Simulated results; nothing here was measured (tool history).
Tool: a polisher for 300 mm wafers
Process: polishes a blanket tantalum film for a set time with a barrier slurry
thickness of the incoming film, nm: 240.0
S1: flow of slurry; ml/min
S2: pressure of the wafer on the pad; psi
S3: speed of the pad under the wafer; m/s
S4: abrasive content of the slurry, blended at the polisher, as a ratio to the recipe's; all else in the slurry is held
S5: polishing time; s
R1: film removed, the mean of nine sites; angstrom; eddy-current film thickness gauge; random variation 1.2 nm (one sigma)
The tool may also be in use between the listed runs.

Run 1, hour 0.0: S1 130 ml/min, S2 2.5 psi, S3 0.76 m/s, S4 1.0, S5 75 s. Result: R1 1374.9 angstrom.
Run 2, hour 4.4: S1 115 ml/min, S2 2.5 psi, S3 0.76 m/s, S4 1.0, S5 75 s. Result: R1 1359.5 angstrom.
Run 3, hour 10.4: S1 115 ml/min, S2 2.2 psi, S3 0.76 m/s, S4 1.0, S5 75 s. Result: R1 1191.6 angstrom.
Run 4, hour 15.5: S1 115 ml/min, S2 2.2 psi, S3 0.76 m/s, S4 1.0, S5 78 s. Result: R1 1292.0 angstrom.
Run 5, hour 16.2: S1 115 ml/min, S2 2.2 psi, S3 0.76 m/s, S4 1.2, S5 78 s. Result: R1 1326.2 angstrom.
Run 6, hour 22.5: S1 115 ml/min, S2 1.9 psi, S3 0.76 m/s, S4 1.2, S5 78 s. Result: R1 1136.5 angstrom.
Run 7, hour 26.1: S1 115 ml/min, S2 1.8 psi, S3 0.76 m/s, S4 1.2, S5 78 s. Result: R1 1072.5 angstrom.

The next listed run, before its measurement:
Run 8, hour 34.5: S1 115 ml/min, S2 1.7 psi, S3 0.76 m/s, S4 1.2, S5 78 s. Result: R1 ?.

R1: 1025.6 angstrom

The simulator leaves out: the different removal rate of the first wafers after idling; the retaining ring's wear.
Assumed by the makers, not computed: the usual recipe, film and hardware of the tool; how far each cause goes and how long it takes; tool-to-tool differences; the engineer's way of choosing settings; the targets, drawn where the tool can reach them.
